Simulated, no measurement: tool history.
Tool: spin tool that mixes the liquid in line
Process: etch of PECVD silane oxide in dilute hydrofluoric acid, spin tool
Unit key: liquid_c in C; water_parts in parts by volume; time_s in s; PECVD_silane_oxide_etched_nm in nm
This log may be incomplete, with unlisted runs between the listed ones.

run  hour  liquid_c  water_parts  time_s  PECVD_silane_oxide_etched_nm
  1   0.0      23.0          165      95                        12.137
  2   5.7      20.0          165      95                        10.708
  3  12.7      21.5          155      95                        12.502
  4  19.0      18.5          155      95                        11.034
  5  20.5      18.5          155     100                        11.474
  6  26.8      20.5          150     100                        12.928
  7  31.8      22.0          140     100                        15.043
  8  36.2      23.5          135     100                        16.695

What will run 9 give?
  9  40.2      24.5          130     100                             ?

Run 9 came out at PECVD_silane_oxide_etched_nm 18.249 nm.
